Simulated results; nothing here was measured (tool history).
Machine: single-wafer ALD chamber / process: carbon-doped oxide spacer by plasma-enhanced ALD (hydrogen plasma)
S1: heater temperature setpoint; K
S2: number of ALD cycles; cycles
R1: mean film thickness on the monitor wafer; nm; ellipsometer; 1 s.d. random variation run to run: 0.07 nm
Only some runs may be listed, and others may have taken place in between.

| run | hour | S1 | S2 | R1 |
|---|---|---|---|---|
| 1 | 0.0 | 673.15 | 305 | 14.828 |
| 2 | 2.0 | 673.15 | 297 | 14.442 |
| 3 | 3.8 | 673.15 | 291 | 14.155 |
| 4 | 4.7 | 665.15 | 291 | 14.267 |
| 5 | 11.3 | 665.15 | 286 | 13.943 |
| 6 | 12.2 | 665.15 | 283 | 13.748 |

The next listed run, before its measurement:
| 7 | 18.3 | 665.15 | 281 | ? |

{"run 7": {"R1": 13.791}}

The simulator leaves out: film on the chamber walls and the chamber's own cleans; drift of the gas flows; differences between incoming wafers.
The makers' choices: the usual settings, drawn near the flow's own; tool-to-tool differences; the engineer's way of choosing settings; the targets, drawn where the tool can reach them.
